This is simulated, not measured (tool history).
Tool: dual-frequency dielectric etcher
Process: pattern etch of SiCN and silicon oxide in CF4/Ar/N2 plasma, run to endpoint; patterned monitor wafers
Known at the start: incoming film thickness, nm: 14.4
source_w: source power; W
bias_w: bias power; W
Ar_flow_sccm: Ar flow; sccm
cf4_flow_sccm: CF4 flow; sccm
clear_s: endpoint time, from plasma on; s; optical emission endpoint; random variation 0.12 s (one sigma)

run 1 hour=0 | source_w=370 bias_w=61 Ar_flow_sccm=101 cf4_flow_sccm=49 | clear_s=20.14
run 2 hour=6.3 | source_w=340 bias_w=60 Ar_flow_sccm=101 cf4_flow_sccm=49 | clear_s=21.493
run 3 hour=14.5 | source_w=340 bias_w=67 Ar_flow_sccm=101 cf4_flow_sccm=49 | clear_s=20.914
run 4 hour=22.9 | source_w=320 bias_w=66 Ar_flow_sccm=101 cf4_flow_sccm=49 | clear_s=22.06
run 5 hour=24.3 | source_w=320 bias_w=66 Ar_flow_sccm=110 cf4_flow_sccm=49 | clear_s=22.504
run 6 hour=30 | source_w=320 bias_w=62 Ar_flow_sccm=110 cf4_flow_sccm=49 | clear_s=22.785
run 7 hour=32.1 | source_w=310 bias_w=62 Ar_flow_sccm=110 cf4_flow_sccm=49 | clear_s=23.458

Run 8 comes next. What will it give?
run 8 hour=35.9 | source_w=300 bias_w=62 Ar_flow_sccm=110 cf4_flow_sccm=49 | clear_s=?

clear_s: 24.157 s

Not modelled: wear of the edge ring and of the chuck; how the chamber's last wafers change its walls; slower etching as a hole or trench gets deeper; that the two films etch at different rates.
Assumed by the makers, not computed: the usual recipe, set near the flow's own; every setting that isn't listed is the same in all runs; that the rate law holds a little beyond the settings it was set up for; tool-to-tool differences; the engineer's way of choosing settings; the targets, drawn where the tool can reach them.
